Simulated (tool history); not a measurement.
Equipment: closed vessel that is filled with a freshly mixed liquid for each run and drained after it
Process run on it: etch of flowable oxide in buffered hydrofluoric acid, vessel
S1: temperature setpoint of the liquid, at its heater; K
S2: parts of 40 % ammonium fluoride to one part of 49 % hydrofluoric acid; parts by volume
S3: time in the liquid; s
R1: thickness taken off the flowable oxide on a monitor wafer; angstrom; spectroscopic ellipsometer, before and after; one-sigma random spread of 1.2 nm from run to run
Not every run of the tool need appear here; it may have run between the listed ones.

{"run": 1, "day": 0.0, "S1": 294.15, "S2": 13.5, "S3": 100, "R1": 2235.5}
{"run": 2, "day": 0.367, "S1": 295.65, "S2": 13.5, "S3": 100, "R1": 2410.4}
{"run": 3, "day": 0.45, "S1": 297.15, "S2": 13.5, "S3": 100, "R1": 2611.8}
{"run": 4, "day": 0.817, "S1": 297.15, "S2": 11.5, "S3": 100, "R1": 3070}
{"run": 5, "day": 0.95, "S1": 294.65, "S2": 11.5, "S3": 100, "R1": 2675.5}
{"run": 6, "day": 0.988, "S1": 296.15, "S2": 11.5, "S3": 100, "R1": 2891.4}
{"run": 7, "day": 1.167, "S1": 297.15, "S2": 11.5, "S3": 100, "R1": 3072.9}

What will run 8 give?
{"run": 8, "day": 1.358, "S1": 297.15, "S2": 11.5, "S3": 100, "R1": "?"}

Run 8 produced R1 3066.2 angstrom.
